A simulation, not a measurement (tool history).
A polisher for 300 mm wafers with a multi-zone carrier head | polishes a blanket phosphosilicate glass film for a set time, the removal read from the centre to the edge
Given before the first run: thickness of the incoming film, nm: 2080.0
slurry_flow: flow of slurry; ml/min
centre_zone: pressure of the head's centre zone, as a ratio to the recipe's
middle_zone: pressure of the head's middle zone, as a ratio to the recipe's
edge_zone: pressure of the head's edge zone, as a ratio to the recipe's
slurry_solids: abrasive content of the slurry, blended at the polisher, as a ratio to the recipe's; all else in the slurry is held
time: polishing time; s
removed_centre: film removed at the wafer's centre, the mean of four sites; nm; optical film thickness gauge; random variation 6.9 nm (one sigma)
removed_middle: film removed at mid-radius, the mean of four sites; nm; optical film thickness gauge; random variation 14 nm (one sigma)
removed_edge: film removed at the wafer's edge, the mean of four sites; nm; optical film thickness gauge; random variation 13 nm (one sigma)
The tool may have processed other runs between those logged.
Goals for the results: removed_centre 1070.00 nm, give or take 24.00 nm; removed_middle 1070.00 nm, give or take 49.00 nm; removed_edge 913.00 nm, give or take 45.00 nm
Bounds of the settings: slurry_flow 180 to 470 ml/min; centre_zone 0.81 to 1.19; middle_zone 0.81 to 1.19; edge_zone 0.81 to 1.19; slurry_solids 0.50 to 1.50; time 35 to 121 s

Run 1, day 0.000: slurry_flow 300 ml/min, centre_zone 1.00, middle_zone 1.00, edge_zone 1.00, slurry_solids 1.00, time 78 s. Result: removed_centre 769.44 nm, removed_middle 782.84 nm, removed_edge 775.07 nm.
Run 2, day 0.142: slurry_flow 345 ml/min, centre_zone 1.00, middle_zone 1.00, edge_zone 1.00, slurry_solids 1.00, time 78 s. Result: removed_centre 777.46 nm, removed_middle 799.13 nm, removed_edge 776.52 nm.
Run 3, day 0.471: slurry_flow 350 ml/min, centre_zone 1.03, middle_zone 1.03, edge_zone 1.01, slurry_solids 1.05, time 78 s. Result: removed_centre 831.81 nm, removed_middle 838.91 nm, removed_edge 786.55 nm.
Run 4, day 0.775: slurry_flow 345 ml/min, centre_zone 1.04, middle_zone 1.05, edge_zone 1.02, slurry_solids 1.10, time 78 s. Result: removed_centre 841.31 nm, removed_middle 851.66 nm, removed_edge 820.49 nm.
Run 5, day 0.908: slurry_flow 360 ml/min, centre_zone 1.06, middle_zone 1.08, edge_zone 1.01, slurry_solids 1.15, time 78 s. Result: removed_centre 872.88 nm, removed_middle 906.13 nm, removed_edge 828.04 nm.
Run 6, day 1.267: slurry_flow 360 ml/min, centre_zone 1.06, middle_zone 1.08, edge_zone 1.07, slurry_solids 1.15, time 78 s. Result: removed_centre 882.95 nm, removed_middle 885.86 nm, removed_edge 877.71 nm.
Run 7, day 1.621: slurry_flow 370 ml/min, centre_zone 1.08, middle_zone 1.10, edge_zone 1.06, slurry_solids 1.20, time 78 s. Result: removed_centre 909.26 nm, removed_middle 922.49 nm, removed_edge 878.36 nm.
Run 8, day 1.958: slurry_flow 375 ml/min, centre_zone 1.10, middle_zone 1.12, edge_zone 1.05, slurry_solids 1.25, time 78 s. Result: removed_centre 934.67 nm, removed_middle 940.55 nm, removed_edge 872.12 nm.
Run 9, day 2.200: slurry_flow 375 ml/min, centre_zone 1.10, middle_zone 1.12, edge_zone 1.05, slurry_solids 1.25, time 78 s. Result: removed_centre 937.51 nm, removed_middle 946.56 nm, removed_edge 898.54 nm.
Run 10, day 2.379: slurry_flow 385 ml/min, centre_zone 1.12, middle_zone 1.13, edge_zone 1.03, slurry_solids 1.30, time 78 s. Result: removed_centre 963.31 nm, removed_middle 1000.00 nm, removed_edge 880.78 nm.
Run 11, day 2.638: slurry_flow 390 ml/min, centre_zone 1.13, middle_zone 1.13, edge_zone 1.03, slurry_solids 1.30, time 78 s. Result: removed_centre 973.66 nm, removed_middle 972.05 nm, removed_edge 890.43 nm.
At day 2.862: slurry nozzle cleaned.
Run 12, day 2.862: slurry_flow 390 ml/min, centre_zone 1.14, middle_zone 1.14, edge_zone 1.02, slurry_solids 1.35, time 78 s. Result: removed_centre 1016.50 nm, removed_middle 1024.90 nm, removed_edge 916.91 nm.
Run 13, day 2.958: slurry_flow 390 ml/min, centre_zone 1.15, middle_zone 1.15, edge_zone 1.01, slurry_solids 1.35, time 78 s. Result: removed_centre 1025.60 nm, removed_middle 1036.70 nm, removed_edge 907.64 nm.
Run 14, day 3.029: slurry_flow 390 ml/min, centre_zone 1.16, middle_zone 1.15, edge_zone 1.01, slurry_solids 1.35, time 78 s. Result: removed_centre 1032.30 nm, removed_middle 1028.70 nm, removed_edge 894.87 nm.

Which single option among these 5 for the next run brings every result within its allowed miss of target? Just one does.
Run A, day 3.100: slurry_flow 390 ml/min, centre_zone 1.19, middle_zone 1.05, edge_zone 1.04, slurry_solids 1.35, time 78 s. Result: removed_centre ?, removed_middle ?, removed_edge ?.
Run B, day 3.100: slurry_flow 420 ml/min, centre_zone 1.18, middle_zone 1.06, edge_zone 1.04, slurry_solids 1.35, time 77 s. Result: removed_centre ?, removed_middle ?, removed_edge ?.
Run C, day 3.100: slurry_flow 470 ml/min, centre_zone 1.15, middle_zone 1.12, edge_zone 0.95, slurry_solids 1.50, time 77 s. Result: removed_centre ?, removed_middle ?, removed_edge ?.
Run D, day 3.100: slurry_flow 415 ml/min, centre_zone 1.10, middle_zone 1.17, edge_zone 1.06, slurry_solids 1.35, time 74 s. Result: removed_centre ?, removed_middle ?, removed_edge ?.
Run E, day 3.100: slurry_flow 470 ml/min, centre_zone 1.16, middle_zone 1.08, edge_zone 1.03, slurry_solids 1.45, time 82 s. Result: removed_centre ?, removed_middle ?, removed_edge ?.

move  removed_centre  removed_middle  removed_edge
   A         1054.50          965.09        912.66
   B         1039.30          965.28        904.33
   C         1062.60         1056.60        901.65
   D          941.06         1009.20        875.50
   E         1126.80         1078.10        987.48
A: puts the biggest miss on target and leaves a different result outside tolerance
B: further off than the last run
C: all results in spec
D: further off than the last run
E: pushes the last run's worst result past its target
C is the move that brings every result within its allowed miss.

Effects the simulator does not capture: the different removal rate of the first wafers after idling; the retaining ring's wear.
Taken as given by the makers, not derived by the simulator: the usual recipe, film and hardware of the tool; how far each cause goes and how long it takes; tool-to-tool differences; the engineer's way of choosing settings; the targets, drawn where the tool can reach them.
